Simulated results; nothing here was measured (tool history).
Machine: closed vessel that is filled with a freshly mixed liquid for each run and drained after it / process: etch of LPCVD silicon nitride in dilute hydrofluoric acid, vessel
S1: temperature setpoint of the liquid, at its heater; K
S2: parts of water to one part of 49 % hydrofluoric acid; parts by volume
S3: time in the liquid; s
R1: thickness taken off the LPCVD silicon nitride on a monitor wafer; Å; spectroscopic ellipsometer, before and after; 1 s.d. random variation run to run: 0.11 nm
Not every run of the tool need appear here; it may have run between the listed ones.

| run | hour | S1 | S2 | S3 | R1 |
|---|---|---|---|---|---|
| 1 | 0 | 293.15 | 180 | 2930 | 66.92 |
| 2 | 8.8 | 293.15 | 180 | 3135 | 72.987 |
| 3 | 12.3 | 293.15 | 205 | 3135 | 63.698 |
| 4 | 21 | 295.15 | 200 | 3135 | 73.737 |
| 5 | 24.6 | 295.15 | 165 | 3135 | 89.511 |
| 6 | 29.6 | 296.65 | 165 | 3135 | 99.828 |
| 7 | 38.5 | 297.65 | 165 | 3135 | 104.84 |

Run 8 comes next. What will it give?
| 8 | 42.1 | 298.15 | 165 | 3135 | ? |

Run 8 came out at R1 108.14 Å.
